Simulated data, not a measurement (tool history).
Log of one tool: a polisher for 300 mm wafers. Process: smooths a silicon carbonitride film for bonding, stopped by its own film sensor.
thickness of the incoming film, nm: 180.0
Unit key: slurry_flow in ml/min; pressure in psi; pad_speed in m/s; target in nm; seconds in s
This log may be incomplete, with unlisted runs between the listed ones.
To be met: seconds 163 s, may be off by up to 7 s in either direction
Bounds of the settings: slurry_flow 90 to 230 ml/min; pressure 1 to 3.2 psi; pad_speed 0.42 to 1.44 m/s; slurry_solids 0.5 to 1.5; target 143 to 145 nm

run    day  slurry_flow  pressure  pad_speed  slurry_solids  target  seconds
  1      0          150       2.1       0.92              1     145   121.21
  2  0.338          150       2.1        1.1              1     145   105.34
  3  0.688          150         2        1.1              1     145   105.94
  4  0.725          180         2        1.1              1     145   107.25
  5  0.958          200         2        1.1              1     145   104.22
  6  1.308          200         2       1.18              1     145   98.653
  7   1.35          200       1.9       1.18              1     145   105.49
  8  1.579          200       1.8       1.18              1     145   108.81
  9  1.625          200       1.7       1.18              1     145   113.53
 10  1.758          200       1.6       1.18              1     145   122.06

Exactly one of the 4 candidate moves below puts every result within its allowed miss. Which one?
  A  1.892          175       1.4       1.24            0.9     143        ?
  B  1.892          230       1.6       0.88              1     143        ?
  C  1.892          215       1.3        1.1           0.85     143        ?
  D  1.892          200       1.2       1.24           0.85     143        ?

move  seconds
   A   149.74
   B   160.93
   C   176.84
   D    174.8
A: an improvement on the last run, though not all results are within tolerance
B: all results land within tolerance of their targets
C: moves the result that the last run missed by most past its target, out the other side
D: moves the result that the last run missed by most past its target, out the other side
Go with B: it meets all targets.
